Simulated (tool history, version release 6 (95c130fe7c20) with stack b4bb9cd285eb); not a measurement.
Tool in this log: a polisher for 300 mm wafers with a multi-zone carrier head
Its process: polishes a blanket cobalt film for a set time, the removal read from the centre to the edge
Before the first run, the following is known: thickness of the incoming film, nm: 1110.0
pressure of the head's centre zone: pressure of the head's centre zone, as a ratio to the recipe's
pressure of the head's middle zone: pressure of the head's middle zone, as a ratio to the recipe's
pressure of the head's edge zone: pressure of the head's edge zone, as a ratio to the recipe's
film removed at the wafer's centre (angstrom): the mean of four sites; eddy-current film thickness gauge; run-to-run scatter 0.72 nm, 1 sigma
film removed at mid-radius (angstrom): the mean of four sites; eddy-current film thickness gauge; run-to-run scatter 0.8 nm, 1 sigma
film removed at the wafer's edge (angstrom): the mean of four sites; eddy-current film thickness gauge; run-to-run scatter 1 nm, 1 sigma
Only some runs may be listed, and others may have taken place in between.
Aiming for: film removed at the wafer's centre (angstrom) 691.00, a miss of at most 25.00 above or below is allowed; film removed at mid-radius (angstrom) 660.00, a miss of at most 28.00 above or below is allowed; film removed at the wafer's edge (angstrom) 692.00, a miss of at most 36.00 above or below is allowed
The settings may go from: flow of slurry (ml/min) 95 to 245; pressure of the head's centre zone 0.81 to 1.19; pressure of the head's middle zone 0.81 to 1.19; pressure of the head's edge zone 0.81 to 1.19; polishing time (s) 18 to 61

run	hour	flow of slurry (ml/min)	pressure of the head's centre zone	pressure of the head's middle zone	pressure of the head's edge zone	polishing time (s)	film removed at the wafer's centre (angstrom)	film removed at mid-radius (angstrom)	film removed at the wafer's edge (angstrom)
1	0.0	155	1.00	1.00	1.00	39	1209.40	1226.50	1256.80
2	8.3	155	1.00	0.92	1.00	39	1189.00	1198.60	1293.00
3	13.8	155	1.00	0.92	1.00	31	965.43	955.90	1025.50
4	19.5	150	1.00	0.91	0.98	27	829.88	804.70	838.41
5	20.6	140	0.99	0.88	0.96	27	823.43	798.10	832.00
6	25.8	140	0.99	0.95	0.96	27	807.82	837.89	860.21
7	29.1	140	0.99	0.95	0.96	27	806.51	844.28	847.17
8	31.1	135	0.99	0.92	0.95	26	772.29	780.91	815.29
9	38.5	130	0.99	0.90	0.92	25	742.22	751.09	769.81
10	44.9	125	0.99	0.88	0.91	24	708.28	700.65	727.28
11	52.4	120	0.99	0.87	0.90	24	701.31	691.73	705.77

Consider the 5 candidate settings below. Which is the only one whose results all fall within their allowed miss of target?
A	59.9	110	0.96	0.95	0.81	25	?	?	?
B	59.9	120	1.01	0.86	0.89	23	?	?	?
C	59.9	110	1.05	0.87	0.82	25	?	?	?
D	59.9	95	1.03	0.94	0.82	24	?	?	?
E	59.9	130	0.91	0.91	0.95	25	?	?	?

move	film removed at the wafer's centre (angstrom)	film removed at mid-radius (angstrom)	film removed at the wafer's edge (angstrom)
A	713.64	747.89	688.43
B	691.94	655.25	664.23
C	764.25	708.39	692.35
D	706.08	698.48	655.01
E	703.93	745.63	747.60
A: moves away from the targets compared with the last run
B: all results land within tolerance of their targets
C: moves away from the targets compared with the last run
D: moves away from the targets compared with the last run
E: moves away from the targets compared with the last run
Go with B: it meets all targets.

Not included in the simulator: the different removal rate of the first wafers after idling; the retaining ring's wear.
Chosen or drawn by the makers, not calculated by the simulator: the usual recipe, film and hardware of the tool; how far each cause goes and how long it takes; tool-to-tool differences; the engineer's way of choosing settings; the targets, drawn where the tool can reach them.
